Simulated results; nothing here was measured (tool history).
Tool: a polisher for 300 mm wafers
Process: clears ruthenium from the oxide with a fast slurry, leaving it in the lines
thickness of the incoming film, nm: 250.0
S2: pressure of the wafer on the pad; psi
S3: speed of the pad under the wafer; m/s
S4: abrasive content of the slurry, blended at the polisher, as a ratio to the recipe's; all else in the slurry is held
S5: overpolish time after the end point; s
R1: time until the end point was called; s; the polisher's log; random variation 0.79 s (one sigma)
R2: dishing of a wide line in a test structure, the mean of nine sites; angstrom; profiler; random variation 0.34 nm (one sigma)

Run 1, hour 0.0: flow of slurry (ml/min) 320, S2 3.3 psi, S3 1.22 m/s, S4 1.00, S5 29 s. Result: R1 49.849 s, R2 509.75 angstrom.
Run 2, hour 6.7: flow of slurry (ml/min) 320, S2 3.3 psi, S3 1.22 m/s, S4 0.80, S5 29 s. Result: R1 57.083 s, R2 489.83 angstrom.
Run 3, hour 13.7: flow of slurry (ml/min) 320, S2 3.3 psi, S3 1.22 m/s, S4 0.80, S5 39 s. Result: R1 57.075 s, R2 515.39 angstrom.
Run 4, hour 19.4: flow of slurry (ml/min) 320, S2 3.3 psi, S3 1.22 m/s, S4 0.80, S5 29 s. Result: R1 57.642 s, R2 481.48 angstrom.
Run 5, hour 21.7: flow of slurry (ml/min) 325, S2 3.2 psi, S3 1.22 m/s, S4 0.70, S5 23 s. Result: R1 63.716 s, R2 432.48 angstrom.
Run 6, hour 26.8: flow of slurry (ml/min) 325, S2 3.2 psi, S3 1.02 m/s, S4 0.70, S5 23 s. Result: R1 72.116 s, R2 416.08 angstrom.
Run 7, hour 29.5: flow of slurry (ml/min) 375, S2 3.5 psi, S3 0.88 m/s, S4 0.65, S5 19 s. Result: R1 76.467 s, R2 358.68 angstrom.
Run 8, hour 35.3: flow of slurry (ml/min) 410, S2 3.9 psi, S3 0.78 m/s, S4 0.60, S5 16 s. Result: R1 78.727 s, R2 323.98 angstrom.
Run 9, hour 41.7: flow of slurry (ml/min) 435, S2 4.3 psi, S3 0.72 m/s, S4 0.55, S5 14 s. Result: R1 79.046 s, R2 286.97 angstrom.
Run 10, hour 44.4: flow of slurry (ml/min) 450, S2 4.6 psi, S3 0.68 m/s, S4 0.55, S5 13 s. Result: R1 77.994 s, R2 286.20 angstrom.
Run 11, hour 45.5: flow of slurry (ml/min) 360, S2 4.2 psi, S3 0.78 m/s, S4 0.55, S5 9 s. Result: R1 82.246 s, R2 206.58 angstrom.
Run 12, hour 47.5: flow of slurry (ml/min) 370, S2 4.3 psi, S3 0.78 m/s, S4 0.55, S5 9 s. Result: R1 78.704 s, R2 210.79 angstrom.

The next listed run, before its measurement:
Run 13, hour 56.1: flow of slurry (ml/min) 375, S2 4.3 psi, S3 0.78 m/s, S4 0.55, S5 9 s. Result: R1 ?, R2 ?.

R1: 77.858 s
R2: 205.34 angstrom
